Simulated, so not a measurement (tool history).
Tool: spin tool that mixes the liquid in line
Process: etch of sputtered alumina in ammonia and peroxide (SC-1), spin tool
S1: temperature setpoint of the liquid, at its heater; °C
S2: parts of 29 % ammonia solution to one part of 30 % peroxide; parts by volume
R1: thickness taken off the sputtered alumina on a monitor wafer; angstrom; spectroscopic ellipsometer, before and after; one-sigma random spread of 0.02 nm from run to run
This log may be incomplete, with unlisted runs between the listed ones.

run 1 hour=0 | S1=54 S2=0.7 time_under_the_liquid_(s)=100 | R1=71.377
run 2 hour=8.6 | S1=52 S2=0.7 time_under_the_liquid_(s)=100 | R1=64.305
run 3 hour=10.8 | S1=52 S2=0.85 time_under_the_liquid_(s)=100 | R1=64.538
run 4 hour=13.2 | S1=50.5 S2=0.85 time_under_the_liquid_(s)=100 | R1=59.66
run 5 hour=20.9 | S1=49.5 S2=0.85 time_under_the_liquid_(s)=100 | R1=56.233
run 6 hour=22.8 | S1=48.5 S2=0.85 time_under_the_liquid_(s)=100 | R1=53.802
run 7 hour=28.3 | S1=47.5 S2=0.85 time_under_the_liquid_(s)=100 | R1=50.489
run 8 hour=29.8 | S1=47 S2=0.85 time_under_the_liquid_(s)=100 | R1=49.404

Predict the results of run 9:
run 9 hour=30.7 | S1=46.5 S2=0.85 time_under_the_liquid_(s)=100 | R1=?

{"run 9": {"R1": 47.847}}

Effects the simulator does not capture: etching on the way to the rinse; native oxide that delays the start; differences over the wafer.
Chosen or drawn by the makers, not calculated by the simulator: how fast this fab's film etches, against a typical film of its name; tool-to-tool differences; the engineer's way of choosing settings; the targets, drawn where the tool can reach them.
